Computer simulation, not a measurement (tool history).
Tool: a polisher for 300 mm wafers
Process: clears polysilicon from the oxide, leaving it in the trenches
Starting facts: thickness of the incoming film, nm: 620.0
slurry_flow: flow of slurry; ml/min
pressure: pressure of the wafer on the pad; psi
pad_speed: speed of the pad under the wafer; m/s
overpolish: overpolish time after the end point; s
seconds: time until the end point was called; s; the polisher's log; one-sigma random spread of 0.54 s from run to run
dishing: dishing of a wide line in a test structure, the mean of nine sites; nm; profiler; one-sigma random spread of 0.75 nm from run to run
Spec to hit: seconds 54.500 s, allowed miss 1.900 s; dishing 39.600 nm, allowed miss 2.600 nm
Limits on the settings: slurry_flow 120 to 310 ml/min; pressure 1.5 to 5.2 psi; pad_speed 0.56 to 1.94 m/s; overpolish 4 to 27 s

run 1 day=0.000 | slurry_flow=200 pressure=3.3 pad_speed=1.24 overpolish=14 | seconds=24.146 dishing=57.554
run 2 day=0.208 | slurry_flow=220 pressure=3.3 pad_speed=1.24 overpolish=14 | seconds=23.899 dishing=56.874
run 3 day=0.271 | slurry_flow=250 pressure=2.7 pad_speed=1.10 overpolish=11 | seconds=32.172 dishing=57.783
run 4 day=0.412 | slurry_flow=275 pressure=2.7 pad_speed=1.10 overpolish=11 | seconds=31.983 dishing=56.226
run 5 day=0.771 | slurry_flow=285 pressure=2.4 pad_speed=0.98 overpolish=13 | seconds=39.878 dishing=55.760
run 6 day=0.921 | slurry_flow=295 pressure=2.3 pad_speed=0.94 overpolish=18 | seconds=43.028 dishing=56.657
run 7 day=1.296 | slurry_flow=300 pressure=2.1 pad_speed=0.90 overpolish=13 | seconds=48.148 dishing=52.804
run 8 day=1.671 | slurry_flow=305 pressure=2.0 pad_speed=0.90 overpolish=10 | seconds=50.109 dishing=50.010
run 9 day=1.925 | slurry_flow=305 pressure=1.8 pad_speed=0.94 overpolish=8 | seconds=53.654 dishing=43.587
run 10 day=1.975 | slurry_flow=305 pressure=1.8 pad_speed=0.94 overpolish=8 | seconds=53.514 dishing=42.645

5 next moves are on the table. One of them brings every result within its allowed miss. Which?
run A day=2.025 | slurry_flow=310 pressure=1.5 pad_speed=1.04 overpolish=6 | seconds=? dishing=?
run B day=2.025 | slurry_flow=305 pressure=1.5 pad_speed=1.00 overpolish=8 | seconds=? dishing=?
run C day=2.025 | slurry_flow=310 pressure=1.9 pad_speed=0.82 overpolish=11 | seconds=? dishing=?
run D day=2.025 | slurry_flow=285 pressure=2.5 pad_speed=0.68 overpolish=7 | seconds=? dishing=?
run E day=2.025 | slurry_flow=310 pressure=1.6 pad_speed=0.96 overpolish=6 | seconds=? dishing=?

move=A seconds=57.913 dishing=36.553
move=B seconds=60.226 dishing=42.093
move=C seconds=58.220 dishing=49.429
move=D seconds=53.915 dishing=41.588
move=E seconds=58.878 dishing=36.185
A: carries the result that was furthest off beyond its target, to the other side
B: the worst result of the last run now meets its target, but another is out of spec
C: the biggest miss grows against the last run
D: all results land within tolerance of their targets
E: carries the result that was furthest off beyond its target, to the other side
Move D is the one to make.
